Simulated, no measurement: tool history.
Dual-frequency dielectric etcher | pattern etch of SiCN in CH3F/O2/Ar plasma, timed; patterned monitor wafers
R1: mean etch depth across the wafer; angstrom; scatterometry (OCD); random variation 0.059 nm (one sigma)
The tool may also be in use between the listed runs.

Run 1, hour 0.0: source power (W) 330, bias power (W) 60, etch time (s) 50.0. Result: R1 173.71 angstrom.
Run 2, hour 4.1: source power (W) 310, bias power (W) 58, etch time (s) 49.5. Result: R1 161.72 angstrom.
Run 3, hour 13.0: source power (W) 300, bias power (W) 58, etch time (s) 49.5. Result: R1 158.07 angstrom.
Run 4, hour 20.0: source power (W) 290, bias power (W) 58, etch time (s) 49.5. Result: R1 154.50 angstrom.
Run 5, hour 24.4: source power (W) 340, bias power (W) 58, etch time (s) 49.5. Result: R1 169.39 angstrom.
Run 6, hour 28.0: source power (W) 340, bias power (W) 58, etch time (s) 50.0. Result: R1 171.41 angstrom.

Estimate the outcome of run 7 from the log above:
Run 7, hour 36.6: source power (W) 320, bias power (W) 58, etch time (s) 50.0. Result: R1 ?.

{"run 7": {"R1": 165.7}}
